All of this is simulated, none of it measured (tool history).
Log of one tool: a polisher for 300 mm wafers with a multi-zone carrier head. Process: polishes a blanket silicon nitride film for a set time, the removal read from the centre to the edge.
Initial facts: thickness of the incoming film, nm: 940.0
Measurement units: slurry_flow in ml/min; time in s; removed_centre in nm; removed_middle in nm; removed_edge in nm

run    day  slurry_flow  centre_zone  middle_zone  edge_zone  time  removed_centre  removed_middle  removed_edge
  1      0          195            1            1          1    82          107.78          106.93        108.68
  2  0.242          150            1            1          1    82          102.44          103.07        105.24
  3  0.604          150            1         1.05          1    82          102.57          106.13        106.19
  4  0.662          145         0.99         1.02       0.99    79          94.501          98.469        100.86
  5   0.75          150         0.99            1       0.97    77           94.67          95.301        99.399
  6  0.992          150         0.99            1       0.89    77           95.45          93.654        93.558
  7  1.208          150         0.98         0.99       0.88    75          91.583           92.16         91.93
  8  1.317          150         0.98         0.98       0.87    73          90.846          89.073        87.473
  9  1.571          120         0.88         0.88       0.83    69          69.943          73.209        79.246

Run 10 has not been measured yet. What should we expect?
 10  1.925          125         0.89         0.88       0.83    69               ?               ?             ?

{"run 10": {"removed_centre": 73.272, "removed_middle": 74.131, "removed_edge": 78.39}}
